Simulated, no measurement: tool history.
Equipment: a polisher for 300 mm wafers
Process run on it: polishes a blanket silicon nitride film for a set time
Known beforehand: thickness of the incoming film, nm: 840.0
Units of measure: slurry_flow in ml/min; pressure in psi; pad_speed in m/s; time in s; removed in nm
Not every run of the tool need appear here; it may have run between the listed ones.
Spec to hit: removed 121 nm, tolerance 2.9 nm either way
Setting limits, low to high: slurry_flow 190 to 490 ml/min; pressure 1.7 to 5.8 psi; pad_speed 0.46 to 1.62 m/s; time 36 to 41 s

run	hour	slurry_flow	pressure	pad_speed	time	removed
1	0	315	3.7	1.04	41	94.753
2	2.8	320	3.9	1.04	41	99.239
3	11.3	320	4.1	1.04	41	104.6
4	15.2	370	4.1	1.04	41	105.38
5	20.6	370	4.1	0.88	41	94.292
6	28	370	4.3	0.88	41	96.838
7	36.4	370	4.5	0.88	41	101.42
8	40.3	370	4.7	0.88	41	105.64
9	42.2	380	5.3	0.88	41	116.37

Consider the 5 candidate settings below. Which is the only one whose results all fall within their allowed miss of target?
A	44.1	320	5.4	1.08	39	?
B	44.1	265	5.5	1.08	40	?
C	44.1	425	5.5	0.86	40	?
D	44.1	385	5.8	0.92	41	?
E	44.1	370	5.8	0.86	40	?

move	removed
A	128.09
B	130.88
C	117.45
D	130.77
E	121.73
A: takes the biggest miss from the last run beyond its target
B: takes the biggest miss from the last run beyond its target
C: better than the last run, though not everything is in spec
D: takes the biggest miss from the last run beyond its target
E: every result within its allowed miss
Correct choice: E, which meets every target

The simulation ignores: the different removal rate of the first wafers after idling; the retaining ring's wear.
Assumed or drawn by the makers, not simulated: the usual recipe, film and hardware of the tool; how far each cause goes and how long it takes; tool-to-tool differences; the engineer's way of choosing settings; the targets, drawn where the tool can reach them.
